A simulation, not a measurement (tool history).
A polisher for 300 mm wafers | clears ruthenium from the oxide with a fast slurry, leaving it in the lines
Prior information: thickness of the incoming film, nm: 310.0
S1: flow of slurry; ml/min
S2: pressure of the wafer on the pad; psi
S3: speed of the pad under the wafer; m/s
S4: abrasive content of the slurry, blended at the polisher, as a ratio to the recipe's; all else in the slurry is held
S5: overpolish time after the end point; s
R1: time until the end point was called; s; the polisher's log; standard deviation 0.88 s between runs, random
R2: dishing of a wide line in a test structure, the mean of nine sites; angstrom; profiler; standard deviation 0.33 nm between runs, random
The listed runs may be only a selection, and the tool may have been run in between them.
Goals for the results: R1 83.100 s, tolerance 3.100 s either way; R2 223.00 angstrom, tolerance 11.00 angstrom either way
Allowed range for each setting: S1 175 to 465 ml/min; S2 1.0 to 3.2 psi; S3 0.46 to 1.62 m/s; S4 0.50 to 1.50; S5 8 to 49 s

run,hour,S1,S2,S3,S4,S5,R1,R2
1,0.0,295,2.1,1.04,1.00,25,93.277,491.10
2,3.7,295,2.1,1.04,0.90,25,99.238,463.69
3,10.0,295,2.2,1.04,0.85,22,98.499,424.24
4,17.6,295,2.4,1.02,0.80,20,94.367,410.23
5,19.1,295,2.5,1.00,0.75,18,94.785,384.69
6,22.3,295,2.6,0.98,0.70,16,97.425,342.02
7,31.3,320,2.7,0.96,0.65,15,100.460,326.75
8,36.5,235,2.8,0.98,0.70,8,91.885,208.13
9,37.9,235,2.8,0.98,0.70,8,91.479,196.40
10,43.7,235,2.8,0.98,0.70,8,92.352,208.44
11,49.3,240,2.9,0.98,0.70,8,87.968,210.21

Below are 4 possible settings for the next run. Only one of them brings all results inside the allowed miss of their targets. Which is it?
A,54.9,285,2.7,1.02,0.65,8,?,?
B,54.9,255,3.1,0.96,0.60,9,?,?
C,54.9,250,2.8,1.00,0.70,8,?,?
D,54.9,340,3.2,0.82,0.90,8,?,?

move,R1,R2
A,95.405,198.22
B,93.199,224.00
C,90.908,206.74
D,83.305,222.94
A: the biggest miss grows against the last run
B: the biggest miss grows against the last run
C: the biggest miss grows against the last run
D: each result inside its tolerance
So the answer is move D, the one that meets all the targets.
